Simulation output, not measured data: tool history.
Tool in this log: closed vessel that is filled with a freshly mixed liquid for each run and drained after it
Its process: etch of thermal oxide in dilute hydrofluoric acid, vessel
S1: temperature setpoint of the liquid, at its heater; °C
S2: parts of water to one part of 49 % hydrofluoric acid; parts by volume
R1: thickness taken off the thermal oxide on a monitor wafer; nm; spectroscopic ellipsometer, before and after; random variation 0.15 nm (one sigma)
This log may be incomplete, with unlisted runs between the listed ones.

Run 1, hour 0: S1 21 °C, S2 120 parts by volume, time in the liquid (s) 325. Result: R1 11.768 nm.
Run 2, hour 2.6: S1 17.5 °C, S2 120 parts by volume, time in the liquid (s) 325. Result: R1 10.238 nm.
Run 3, hour 7.8: S1 17.5 °C, S2 120 parts by volume, time in the liquid (s) 325. Result: R1 10.26 nm.
Run 4, hour 15.6: S1 17.5 °C, S2 120 parts by volume, time in the liquid (s) 350. Result: R1 10.983 nm.
Run 5, hour 20.3: S1 17 °C, S2 120 parts by volume, time in the liquid (s) 350. Result: R1 10.843 nm.
Run 6, hour 21.1: S1 17 °C, S2 100 parts by volume, time in the liquid (s) 350. Result: R1 13.228 nm.
Run 7, hour 26.8: S1 19.5 °C, S2 95 parts by volume, time in the liquid (s) 350. Result: R1 15.457 nm.
Run 8, hour 34.8: S1 21.5 °C, S2 90 parts by volume, time in the liquid (s) 350. Result: R1 17.978 nm.
Run 9, hour 41: S1 23 °C, S2 85 parts by volume, time in the liquid (s) 350. Result: R1 20.197 nm.
Run 10, hour 46: S1 24 °C, S2 80 parts by volume, time in the liquid (s) 350. Result: R1 22.578 nm.
Run 11, hour 54: S1 25 °C, S2 80 parts by volume, time in the liquid (s) 350. Result: R1 23.479 nm.
Run 12, hour 55.1: S1 26 °C, S2 80 parts by volume, time in the liquid (s) 350. Result: R1 24.619 nm.
Run 13, hour 63.9: S1 26.5 °C, S2 80 parts by volume, time in the liquid (s) 350. Result: R1 25.145 nm.

Run 14 has not been measured yet. What should we expect?
Run 14, hour 68.8: S1 27 °C, S2 80 parts by volume, time in the liquid (s) 350. Result: R1 ?.

{"run 14": {"R1": 25.582}}
